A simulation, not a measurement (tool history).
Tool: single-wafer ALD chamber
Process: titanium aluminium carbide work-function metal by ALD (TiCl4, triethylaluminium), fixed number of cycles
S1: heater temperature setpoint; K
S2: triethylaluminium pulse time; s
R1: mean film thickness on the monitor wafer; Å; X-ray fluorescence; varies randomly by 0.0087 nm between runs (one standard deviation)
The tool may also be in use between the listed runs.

run 1 hour=0 | S1=593.15 S2=7.78 | R1=20.205
run 2 hour=3 | S1=593.15 S2=6.02 | R1=18.815
run 3 hour=4.9 | S1=603.15 S2=6.02 | R1=19.704
run 4 hour=11.2 | S1=603.15 S2=7.76 | R1=21.211
run 5 hour=17.2 | S1=603.15 S2=8.95 | R1=21.709
run 6 hour=18.6 | S1=599.15 S2=8.64 | R1=21.168

Run 7 comes next. What will it give?
run 7 hour=24.1 | S1=587.15 S2=6.67 | R1=?

R1: 18.79 Å

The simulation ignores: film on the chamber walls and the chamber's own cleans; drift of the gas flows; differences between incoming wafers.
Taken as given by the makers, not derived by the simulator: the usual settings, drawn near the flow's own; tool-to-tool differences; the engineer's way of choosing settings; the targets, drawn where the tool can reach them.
